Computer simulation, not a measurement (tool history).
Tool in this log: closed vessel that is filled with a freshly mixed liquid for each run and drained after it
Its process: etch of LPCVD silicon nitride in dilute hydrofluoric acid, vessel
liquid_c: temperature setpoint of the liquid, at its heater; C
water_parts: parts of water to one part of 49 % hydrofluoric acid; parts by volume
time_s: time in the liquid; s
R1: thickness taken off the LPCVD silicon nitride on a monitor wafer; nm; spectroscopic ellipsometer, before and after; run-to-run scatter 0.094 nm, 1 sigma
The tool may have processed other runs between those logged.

run 1 hour=0 | liquid_c=23 water_parts=225 time_s=2935 | R1=5.562
run 2 hour=8.3 | liquid_c=23 water_parts=260 time_s=2935 | R1=4.7781
run 3 hour=10.2 | liquid_c=23 water_parts=260 time_s=2935 | R1=4.8455
run 4 hour=17.7 | liquid_c=23 water_parts=215 time_s=2935 | R1=5.7643
-- hour=24.1 hydrofluoric acid flow meter replaced
run 5 hour=24.1 | liquid_c=23 water_parts=215 time_s=2935 | R1=6.1227
run 6 hour=25.4 | liquid_c=23 water_parts=215 time_s=2935 | R1=6.0174
run 7 hour=31.8 | liquid_c=25.5 water_parts=210 time_s=2935 | R1=7.4289
run 8 hour=38.5 | liquid_c=26.5 water_parts=210 time_s=2935 | R1=7.6698
run 9 hour=41.6 | liquid_c=28 water_parts=210 time_s=2935 | R1=8.5862
run 10 hour=49.5 | liquid_c=28.5 water_parts=210 time_s=2935 | R1=8.7664
run 11 hour=55 | liquid_c=29 water_parts=210 time_s=2935 | R1=9.0068

The next listed run, before its measurement:
run 12 hour=58.3 | liquid_c=29.5 water_parts=210 time_s=2935 | R1=?

R1: 9.3468 nm
